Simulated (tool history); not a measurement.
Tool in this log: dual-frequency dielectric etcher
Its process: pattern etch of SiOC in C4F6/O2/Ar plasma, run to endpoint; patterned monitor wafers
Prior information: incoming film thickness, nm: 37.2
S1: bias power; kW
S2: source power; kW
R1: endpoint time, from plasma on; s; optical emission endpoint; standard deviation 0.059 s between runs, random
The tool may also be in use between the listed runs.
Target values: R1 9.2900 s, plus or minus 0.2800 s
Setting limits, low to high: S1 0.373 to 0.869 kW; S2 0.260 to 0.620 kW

run 1 hour=0.0 | S1=0.621 S2=0.440 | R1=10.7990
run 2 hour=6.3 | S1=0.621 S2=0.390 | R1=11.2120
run 3 hour=8.7 | S1=0.563 S2=0.390 | R1=11.5670
run 4 hour=12.3 | S1=0.502 S2=0.390 | R1=12.4160
run 5 hour=14.2 | S1=0.557 S2=0.400 | R1=11.6350
run 6 hour=21.7 | S1=0.472 S2=0.400 | R1=12.5000
run 7 hour=26.7 | S1=0.532 S2=0.410 | R1=11.6740
run 8 hour=32.5 | S1=0.579 S2=0.420 | R1=11.2760
run 9 hour=40.5 | S1=0.579 S2=0.420 | R1=11.3010
run 10 hour=42.5 | S1=0.620 S2=0.430 | R1=10.9610
run 11 hour=48.4 | S1=0.657 S2=0.440 | R1=10.5890
run 12 hour=51.3 | S1=0.686 S2=0.450 | R1=10.2500
run 13 hour=53.6 | S1=0.707 S2=0.460 | R1=10.0020
run 14 hour=58.1 | S1=0.723 S2=0.460 | R1=9.7671

Which one of the following 5 next-run settings gets every result inside its allowed miss? There is exactly one.
run A hour=62.6 | S1=0.717 S2=0.430 | R1=?
run B hour=62.6 | S1=0.788 S2=0.490 | R1=?
run C hour=62.6 | S1=0.813 S2=0.350 | R1=?
run D hour=62.6 | S1=0.739 S2=0.450 | R1=?
run E hour=62.6 | S1=0.717 S2=0.420 | R1=?

move=A R1=10.0880
move=B R1=9.2721
move=C R1=10.1060
move=D R1=9.8085
move=E R1=10.1600
A: misses by more than the last run did
B: every result lands within tolerance
C: misses by more than the last run did
D: misses by more than the last run did
E: misses by more than the last run did
Answer: B

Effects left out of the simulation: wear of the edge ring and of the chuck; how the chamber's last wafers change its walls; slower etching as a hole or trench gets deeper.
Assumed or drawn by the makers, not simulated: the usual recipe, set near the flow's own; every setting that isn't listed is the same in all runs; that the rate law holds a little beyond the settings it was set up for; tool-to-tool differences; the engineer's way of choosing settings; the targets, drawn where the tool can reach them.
